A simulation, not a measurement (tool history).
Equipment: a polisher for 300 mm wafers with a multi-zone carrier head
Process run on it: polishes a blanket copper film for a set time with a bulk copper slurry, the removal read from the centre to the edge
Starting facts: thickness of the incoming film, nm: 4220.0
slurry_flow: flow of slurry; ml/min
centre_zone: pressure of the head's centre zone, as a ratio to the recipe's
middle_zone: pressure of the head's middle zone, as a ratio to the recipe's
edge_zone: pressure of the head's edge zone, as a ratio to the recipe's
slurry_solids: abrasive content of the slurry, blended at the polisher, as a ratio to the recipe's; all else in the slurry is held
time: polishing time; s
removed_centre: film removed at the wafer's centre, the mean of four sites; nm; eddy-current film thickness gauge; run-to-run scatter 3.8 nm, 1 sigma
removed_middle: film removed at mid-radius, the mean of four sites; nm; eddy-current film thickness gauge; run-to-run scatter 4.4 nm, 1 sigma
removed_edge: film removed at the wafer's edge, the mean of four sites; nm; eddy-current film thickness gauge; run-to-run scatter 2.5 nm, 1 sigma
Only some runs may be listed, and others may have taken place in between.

run    day  slurry_flow  centre_zone  middle_zone  edge_zone  slurry_solids  time  removed_centre  removed_middle  removed_edge
  1      0          280            1            1          1              1    76          600.31          596.98        547.56
  2  0.125          275            1         0.97       0.99            0.9    72          545.82          526.49        511.96
  3  0.358          280         1.01         0.97       0.97           0.85    68          523.37          507.38        474.07
  4  0.462          280         1.02         0.95       0.96            0.8    65          494.84          460.53        448.38
  5  0.504          280         1.02         0.95       0.96            0.9    65          503.88          471.66           460
     0.575  -- edge zone pressure recalibrated
  6  0.575          280         1.02         0.95       0.96            0.9    79          614.86          586.69        577.32
  7  0.812          280         1.03         0.94       0.96           0.85    74           576.2          511.15        537.26
  8  1.117          280         1.03         0.94       0.95            0.8    70          545.37          488.88        502.47
  9   1.15          265         1.03         0.84       0.85           0.55    48           349.5          291.14        311.15
 10  1.379          275         1.03         0.85       0.86           0.55    48          347.77          298.38        311.44

Forecast run 11:
 11  1.671          280         1.04         0.86       0.87           0.55    48               ?               ?             ?

{"run 11": {"removed_centre": 357.61, "removed_middle": 298.88, "removed_edge": 316.37}}

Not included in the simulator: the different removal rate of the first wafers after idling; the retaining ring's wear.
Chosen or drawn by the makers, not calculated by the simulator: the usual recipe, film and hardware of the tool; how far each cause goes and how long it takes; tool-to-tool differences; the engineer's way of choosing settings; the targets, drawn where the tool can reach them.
